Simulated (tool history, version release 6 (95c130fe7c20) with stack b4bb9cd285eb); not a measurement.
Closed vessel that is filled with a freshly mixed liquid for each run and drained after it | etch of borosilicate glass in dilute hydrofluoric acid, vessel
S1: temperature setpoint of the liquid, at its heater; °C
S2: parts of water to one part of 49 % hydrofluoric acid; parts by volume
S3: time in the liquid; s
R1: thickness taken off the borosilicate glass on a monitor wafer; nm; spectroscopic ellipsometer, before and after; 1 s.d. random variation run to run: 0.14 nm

run	hour	S1	S2	S3	R1
1	0.0	20.0	260	150	11.458
2	4.5	22.0	240	150	13.593
3	9.5	23.5	225	150	15.705
4	13.2	23.5	225	150	15.749
5	19.0	25.5	225	150	17.006
# hour 26.2: thermometer replaced
6	26.2	25.5	280	150	13.576

For run 7, what comes out?
7	31.4	26.0	255	150	?

Run 7 came out at R1 15.497 nm.

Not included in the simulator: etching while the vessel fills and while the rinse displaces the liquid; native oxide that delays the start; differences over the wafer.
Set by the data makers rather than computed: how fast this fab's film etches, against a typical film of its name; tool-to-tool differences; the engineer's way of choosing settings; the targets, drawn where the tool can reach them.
